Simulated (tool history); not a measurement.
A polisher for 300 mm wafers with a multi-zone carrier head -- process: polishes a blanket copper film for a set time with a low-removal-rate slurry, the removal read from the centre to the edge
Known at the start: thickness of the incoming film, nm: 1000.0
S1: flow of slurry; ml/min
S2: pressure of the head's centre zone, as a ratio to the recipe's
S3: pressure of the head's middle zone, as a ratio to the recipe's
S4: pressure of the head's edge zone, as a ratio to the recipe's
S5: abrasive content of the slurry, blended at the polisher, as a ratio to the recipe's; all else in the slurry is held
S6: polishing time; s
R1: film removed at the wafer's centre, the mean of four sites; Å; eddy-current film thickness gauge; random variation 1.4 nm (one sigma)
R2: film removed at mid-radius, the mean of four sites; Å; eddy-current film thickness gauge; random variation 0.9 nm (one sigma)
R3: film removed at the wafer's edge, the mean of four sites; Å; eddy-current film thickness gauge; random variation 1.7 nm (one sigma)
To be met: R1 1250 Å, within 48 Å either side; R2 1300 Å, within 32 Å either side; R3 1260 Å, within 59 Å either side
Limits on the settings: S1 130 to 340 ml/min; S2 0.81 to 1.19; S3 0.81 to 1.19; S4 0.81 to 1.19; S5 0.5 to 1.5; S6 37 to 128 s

run 1 hour=0 | S1=220 S2=1 S3=1 S4=1 S5=1 S6=82 | R1=1900.3 R2=1855 R3=1838.7
run 2 hour=8.5 | S1=220 S2=1 S3=1.05 S4=1 S5=1 S6=82 | R1=1902.6 R2=1948.2 R3=1932.9
run 3 hour=15 | S1=215 S2=0.97 S3=1.02 S4=0.98 S5=0.9 S6=81 | R1=1709.3 R2=1832.2 R3=1802.5
run 4 hour=16.5 | S1=265 S2=0.97 S3=1.02 S4=0.98 S5=0.9 S6=81 | R1=1807.7 R2=1863.8 R3=1843.3
run 5 hour=23.9 | S1=260 S2=0.96 S3=0.99 S4=0.95 S5=0.85 S6=79 | R1=1713.9 R2=1742.9 R3=1718.4
run 6 hour=28.6 | S1=255 S2=0.95 S3=0.97 S4=0.93 S5=0.8 S6=78 | R1=1631.4 R2=1697.3 R3=1681.3
run 7 hour=30 | S1=255 S2=0.95 S3=0.96 S4=0.91 S5=0.75 S6=76 | R1=1576.9 R2=1604.7 R3=1589.6
run 8 hour=31.4 | S1=255 S2=0.95 S3=0.96 S4=0.91 S5=0.75 S6=76 | R1=1573.3 R2=1590.5 R3=1612.6
run 9 hour=33.3 | S1=265 S2=0.95 S3=0.96 S4=0.89 S5=0.7 S6=73 | R1=1508.7 R2=1531.2 R3=1480
run 10 hour=36.2 | S1=260 S2=0.94 S3=0.95 S4=0.88 S5=0.65 S6=72 | R1=1445.1 R2=1448.3 R3=1422.6
run 11 hour=43.6 | S1=250 S2=0.93 S3=0.95 S4=0.87 S5=0.65 S6=72 | R1=1445.3 R2=1464.7 R3=1450.1
run 12 hour=50.9 | S1=250 S2=0.93 S3=0.95 S4=0.87 S5=0.65 S6=72 | R1=1425.3 R2=1469.9 R3=1427.3
run 13 hour=59.6 | S1=245 S2=0.92 S3=0.94 S4=0.86 S5=0.6 S6=71 | R1=1377.3 R2=1404.2 R3=1382
run 14 hour=63.5 | S1=240 S2=0.91 S3=0.94 S4=0.85 S5=0.6 S6=71 | R1=1353.9 R2=1403.8 R3=1363.1
run 15 hour=66.5 | S1=235 S2=0.91 S3=0.94 S4=0.84 S5=0.6 S6=71 | R1=1350.6 R2=1392.5 R3=1373.2
run 16 hour=74.5 | S1=220 S2=0.91 S3=0.96 S4=0.81 S5=0.5 S6=66 | R1=1185.6 R2=1252.7 R3=1177.2
run 17 hour=82.9 | S1=225 S2=0.91 S3=0.96 S4=0.82 S5=0.5 S6=66 | R1=1188.7 R2=1271.8 R3=1198.5
run 18 hour=85.9 | S1=230 S2=0.91 S3=0.96 S4=0.83 S5=0.5 S6=66 | R1=1184.1 R2=1252.6 R3=1209.9
run 19 hour=91.8 | S1=235 S2=0.91 S3=0.96 S4=0.83 S5=0.5 S6=66 | R1=1199.9 R2=1258 R3=1183.4

Which single option among these 4 for the next run brings every result within its allowed miss of target? Just one does.
run A hour=97.7 | S1=200 S2=0.84 S3=0.86 S4=0.88 S5=0.6 S6=66 | R1=? R2=? R3=?
run B hour=97.7 | S1=230 S2=0.93 S3=0.97 S4=0.88 S5=0.5 S6=67 | R1=? R2=? R3=?
run C hour=97.7 | S1=260 S2=0.9 S3=0.82 S4=0.86 S5=0.6 S6=66 | R1=? R2=? R3=?
run D hour=97.7 | S1=200 S2=0.95 S3=0.98 S4=0.81 S5=0.5 S6=63 | R1=? R2=? R3=?

move=A R1=1096.4 R2=1164.5 R3=1296.4
move=B R1=1217.5 R2=1285 R3=1286.1
move=C R1=1223.8 R2=1161 R3=1318.9
move=D R1=1142.9 R2=1193.8 R3=1147.6
A: further off than the last run
B: meets every target
C: further off than the last run
D: further off than the last run
Move B is the one to make.

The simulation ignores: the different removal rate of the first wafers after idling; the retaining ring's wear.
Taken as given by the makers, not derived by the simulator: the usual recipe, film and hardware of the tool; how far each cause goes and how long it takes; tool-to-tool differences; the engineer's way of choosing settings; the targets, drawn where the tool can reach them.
